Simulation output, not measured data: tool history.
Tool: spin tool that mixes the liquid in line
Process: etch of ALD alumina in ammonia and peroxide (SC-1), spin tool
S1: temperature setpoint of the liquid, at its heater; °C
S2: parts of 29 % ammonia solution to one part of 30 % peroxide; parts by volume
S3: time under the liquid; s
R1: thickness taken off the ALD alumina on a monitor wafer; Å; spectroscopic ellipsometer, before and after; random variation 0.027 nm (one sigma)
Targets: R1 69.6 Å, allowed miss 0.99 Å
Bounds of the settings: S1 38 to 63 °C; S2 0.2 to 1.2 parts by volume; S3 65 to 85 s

run  hour    S1    S2  S3      R1
  1     0    47   0.7  85  51.613
  2     6    48   0.7  85  54.978
  3  10.6    48   0.7  85  55.497
  4  19.4    49   0.7  85   58.03
  5  27.7    49  0.45  85  55.777
  6  33.2    49  0.45  65  42.486
  7    42    51  0.45  65  47.302
  8  43.4    53  0.45  65   52.91
  9  50.5  54.5  0.45  65  57.105
 10  55.7  55.5  0.45  65  60.122

4 next moves are on the table. One of them brings every result within its allowed miss. Which?
  A  60.9  56.5   0.5  65   ?
  B  60.9    57  0.45  65   ?
  C  60.9  52.5   0.6  85   ?
  D  60.9  53.5  0.25  85   ?

move      R1
   A   65.13
   B  66.198
   C  70.011
   D  67.986
A: nearer than the last run, and not there yet
B: nearer than the last run, and not there yet
C: meets every target
D: nearer than the last run, and not there yet
Answer: C

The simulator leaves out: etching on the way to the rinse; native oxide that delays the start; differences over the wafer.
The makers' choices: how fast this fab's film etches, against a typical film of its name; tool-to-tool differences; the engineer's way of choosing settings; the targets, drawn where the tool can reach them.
